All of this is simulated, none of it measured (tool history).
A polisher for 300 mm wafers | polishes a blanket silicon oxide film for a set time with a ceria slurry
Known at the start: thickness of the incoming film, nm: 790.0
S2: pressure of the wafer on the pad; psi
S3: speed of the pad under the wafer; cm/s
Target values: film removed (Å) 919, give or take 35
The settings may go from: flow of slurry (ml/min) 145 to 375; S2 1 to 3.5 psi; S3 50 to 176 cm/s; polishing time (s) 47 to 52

Run 1, hour 0: flow of slurry (ml/min) 240, S2 2.2 psi, S3 112 cm/s, polishing time (s) 52. Result: film removed (Å) 2102.5.
Run 2, hour 5.9: flow of slurry (ml/min) 240, S2 1.8 psi, S3 102 cm/s, polishing time (s) 52. Result: film removed (Å) 1618.2.
Run 3, hour 10.3: flow of slurry (ml/min) 240, S2 1.8 psi, S3 126 cm/s, polishing time (s) 52. Result: film removed (Å) 1889.6.
Run 4, hour 12.1: flow of slurry (ml/min) 180, S2 1.8 psi, S3 126 cm/s, polishing time (s) 52. Result: film removed (Å) 1917.3.
Run 5, hour 17.7: flow of slurry (ml/min) 180, S2 1.8 psi, S3 102 cm/s, polishing time (s) 52. Result: film removed (Å) 1575.
Run 6, hour 22.7: flow of slurry (ml/min) 180, S2 1.8 psi, S3 102 cm/s, polishing time (s) 47. Result: film removed (Å) 1442.9.
Run 7, hour 29.6: flow of slurry (ml/min) 180, S2 1.5 psi, S3 98 cm/s, polishing time (s) 47. Result: film removed (Å) 1142.5.
Run 8, hour 34.2: flow of slurry (ml/min) 180, S2 1.1 psi, S3 98 cm/s, polishing time (s) 47. Result: film removed (Å) 854.41.

Exercise: of the 5 proposed moves below, exactly one satisfies all targets within the stated allowed misses. Which move is it?
Run A, hour 38.8: flow of slurry (ml/min) 170, S2 1.2 psi, S3 100 cm/s, polishing time (s) 50. Result: film removed (Å) ?.
Run B, hour 38.8: flow of slurry (ml/min) 150, S2 1 psi, S3 102 cm/s, polishing time (s) 47. Result: film removed (Å) ?.
Run C, hour 38.8: flow of slurry (ml/min) 170, S2 1.1 psi, S3 96 cm/s, polishing time (s) 48. Result: film removed (Å) ?.
Run D, hour 38.8: flow of slurry (ml/min) 230, S2 1 psi, S3 114 cm/s, polishing time (s) 47. Result: film removed (Å) ?.
Run E, hour 38.8: flow of slurry (ml/min) 155, S2 1.4 psi, S3 90 cm/s, polishing time (s) 47. Result: film removed (Å) ?.

move  film removed (Å)
   A            1011.5
   B            803.14
   C            867.88
   D            908.21
   E            1010.1
A: pushes the last run's worst result past its target
B: its largest miss is bigger than the last run's
C: closer than the last run, but not yet in spec
D: meets every target
E: pushes the last run's worst result past its target
The move that meets every target is D.

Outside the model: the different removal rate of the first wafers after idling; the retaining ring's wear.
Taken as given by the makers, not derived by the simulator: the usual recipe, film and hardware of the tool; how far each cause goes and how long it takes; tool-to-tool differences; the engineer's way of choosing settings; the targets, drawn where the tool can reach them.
